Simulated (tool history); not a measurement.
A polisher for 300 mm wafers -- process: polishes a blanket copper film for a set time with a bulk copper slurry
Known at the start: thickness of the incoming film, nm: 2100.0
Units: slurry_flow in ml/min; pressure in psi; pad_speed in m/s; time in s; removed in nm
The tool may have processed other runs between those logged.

run  hour  slurry_flow  pressure  pad_speed  slurry_solids  time  removed
  1     0          250       2.1       1.08              1    50   325.44
  2   1.2          250       1.9       1.08              1    50   292.11
  3   7.6          250       1.7       1.06              1    50   267.59
  4  13.3          300       1.7       1.06              1    50   277.02
  5  22.2          300       1.4       1.06              1    50    224.3
  6  23.3          300       1.4       1.06              1    45   201.63
  7  29.2          300         1          1              1    45   145.42
  8  31.3          300         1          1              1    45    138.6
  9  40.1          300         1          1              1    45    139.5
 10  48.6          300         1          1              1    45   140.95
 11  50.5          305         1          1              1    45   137.74
 12  52.3          305       1.4       1.02              1    45   198.94
 13  60.6          290       1.4       1.02              1    45   195.76

Predict the results of run 14:
 14  66.4          285         1          1              1    45        ?

removed: 141.74 nm
